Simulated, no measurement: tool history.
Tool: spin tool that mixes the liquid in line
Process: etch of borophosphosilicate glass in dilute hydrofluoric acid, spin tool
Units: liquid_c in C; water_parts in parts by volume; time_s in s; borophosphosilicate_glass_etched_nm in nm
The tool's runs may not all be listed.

run  hour  liquid_c  water_parts  time_s  borophosphosilicate_glass_etched_nm
  1     0        21          125     255                               84.944
  2   0.7        23          125     255                               92.792
  3   9.4        24          120     255                               101.34
  4  15.1        24          120     255                               101.17
  5  21.8        22          120     255                               92.919
  6  26.1      20.5          120     255                               88.557
  7  30.4      21.5          115     255                               96.222

Forecast run 8:
  8  31.5      22.5          115     255                                    ?

borophosphosilicate_glass_etched_nm: 99.83 nm
